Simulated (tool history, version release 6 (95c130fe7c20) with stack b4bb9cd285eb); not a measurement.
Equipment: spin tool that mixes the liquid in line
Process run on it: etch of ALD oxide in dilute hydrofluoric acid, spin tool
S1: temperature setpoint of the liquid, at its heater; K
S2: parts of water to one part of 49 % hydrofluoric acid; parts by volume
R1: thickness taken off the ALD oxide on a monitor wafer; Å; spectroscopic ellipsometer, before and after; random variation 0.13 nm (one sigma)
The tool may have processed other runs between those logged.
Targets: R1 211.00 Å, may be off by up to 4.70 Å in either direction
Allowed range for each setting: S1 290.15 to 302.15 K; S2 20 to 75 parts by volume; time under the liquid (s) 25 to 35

run 1 hour=0.0 | S1=294.15 S2=45 time_under_the_liquid_(s)=35 | R1=128.91
run 2 hour=7.6 | S1=294.15 S2=35 time_under_the_liquid_(s)=35 | R1=168.00
run 3 hour=9.8 | S1=294.15 S2=25 time_under_the_liquid_(s)=35 | R1=239.35
run 4 hour=16.6 | S1=294.15 S2=20 time_under_the_liquid_(s)=35 | R1=305.04
run 5 hour=21.4 | S1=297.65 S2=20 time_under_the_liquid_(s)=35 | R1=350.21
run 6 hour=25.1 | S1=296.65 S2=20 time_under_the_liquid_(s)=35 | R1=336.89
run 7 hour=27.5 | S1=296.65 S2=20 time_under_the_liquid_(s)=35 | R1=331.35
run 8 hour=28.3 | S1=295.65 S2=20 time_under_the_liquid_(s)=35 | R1=320.65
run 9 hour=37.3 | S1=295.15 S2=20 time_under_the_liquid_(s)=35 | R1=312.14
run 10 hour=42.6 | S1=294.65 S2=20 time_under_the_liquid_(s)=35 | R1=307.01
run 11 hour=46.4 | S1=294.15 S2=20 time_under_the_liquid_(s)=35 | R1=301.94
run 12 hour=52.5 | S1=293.65 S2=20 time_under_the_liquid_(s)=35 | R1=298.16
run 13 hour=53.9 | S1=293.15 S2=20 time_under_the_liquid_(s)=35 | R1=288.12
run 14 hour=55.2 | S1=292.65 S2=20 time_under_the_liquid_(s)=35 | R1=283.42
run 15 hour=64.0 | S1=292.15 S2=20 time_under_the_liquid_(s)=35 | R1=276.70
run 16 hour=68.8 | S1=291.65 S2=20 time_under_the_liquid_(s)=35 | R1=267.67
run 17 hour=74.3 | S1=291.65 S2=20 time_under_the_liquid_(s)=35 | R1=270.82
run 18 hour=77.9 | S1=290.65 S2=25 time_under_the_liquid_(s)=35 | R1=202.93

Exactly one of the 4 candidate moves below puts every result within its allowed miss. Which one?
run A hour=81.5 | S1=293.15 S2=30 time_under_the_liquid_(s)=35 | R1=?
run B hour=81.5 | S1=295.65 S2=30 time_under_the_liquid_(s)=35 | R1=?
run C hour=81.5 | S1=290.15 S2=25 time_under_the_liquid_(s)=35 | R1=?
run D hour=81.5 | S1=290.65 S2=20 time_under_the_liquid_(s)=30 | R1=?

move=A R1=189.96
move=B R1=211.36
move=C R1=201.12
move=D R1=221.53
A: further off than the last run
B: all results in spec
C: further off than the last run
D: pushes the last run's worst result past its target
So the answer is move B, the one that meets all the targets.
